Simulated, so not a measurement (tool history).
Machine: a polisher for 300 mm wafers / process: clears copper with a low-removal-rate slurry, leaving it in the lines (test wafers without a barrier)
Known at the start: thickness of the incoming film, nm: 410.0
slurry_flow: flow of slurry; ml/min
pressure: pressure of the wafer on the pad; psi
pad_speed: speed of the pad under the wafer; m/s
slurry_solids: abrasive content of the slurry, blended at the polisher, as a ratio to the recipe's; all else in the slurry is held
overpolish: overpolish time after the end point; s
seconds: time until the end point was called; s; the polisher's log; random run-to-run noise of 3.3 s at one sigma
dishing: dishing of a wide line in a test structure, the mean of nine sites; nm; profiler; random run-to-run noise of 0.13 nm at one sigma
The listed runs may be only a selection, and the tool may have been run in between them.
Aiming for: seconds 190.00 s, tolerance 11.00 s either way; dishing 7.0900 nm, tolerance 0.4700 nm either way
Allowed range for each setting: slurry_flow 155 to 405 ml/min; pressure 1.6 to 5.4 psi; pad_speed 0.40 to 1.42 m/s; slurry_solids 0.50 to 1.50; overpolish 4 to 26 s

run  hour  slurry_flow  pressure  pad_speed  slurry_solids  overpolish  seconds  dishing
  1   0.0          260       3.5       0.90           1.00          13   149.84  24.9380
  2   6.7          260       3.2       0.90           1.00          11   165.36  18.9940
  3   8.1          325       3.2       0.90           1.00          11   160.24  20.6620
  4  10.6          325       3.2       0.90           1.00           9   157.72  17.1990
  5  12.8          295       2.9       0.94           1.00           8   178.25  14.7310
  6  15.8          270       2.8       0.94           1.10           7   180.85  12.5630
  7  23.3          250       2.7       0.96           1.15           6   183.30  11.0970
  8  32.2          235       2.6       0.98           1.20           6   182.18  10.6740
  9  37.2          220       2.5       1.00           1.25           6   182.08  10.5940
 10  44.4          155       1.6       1.10           1.50           4   264.39   5.0518
 11  50.7          165       1.7       1.12           1.50           4   247.73   5.4514
 12  53.8          170       1.8       1.14           1.50           4   225.75   5.8812
 13  60.3          175       1.8       1.14           1.50           4   230.10   5.8293
 14  62.5          180       1.8       1.16           1.50           4   224.73   6.1798
 15  65.3          175       1.9       1.16           1.50           4   207.80   6.4166

Of the 4 settings listed for the next run, only one would bring every result within its allowed miss of target. Which one?
  A  68.1          210       2.1       1.42           1.35           4        ?        ?
  B  68.1          155       2.2       1.16           1.45           4        ?        ?
  C  68.1          170       1.7       1.16           1.50           4        ?        ?
  D  68.1          155       2.0       1.24           1.15           4        ?        ?

move  seconds  dishing
   A   164.46   8.2140
   B   190.68   7.1558
   C   236.93   5.8169
   D   210.63   6.5105
A: pushes the last run's worst result past its target
B: every result within its allowed miss
C: the biggest miss grows against the last run
D: the biggest miss grows against the last run
B is the move that brings every result within its allowed miss.
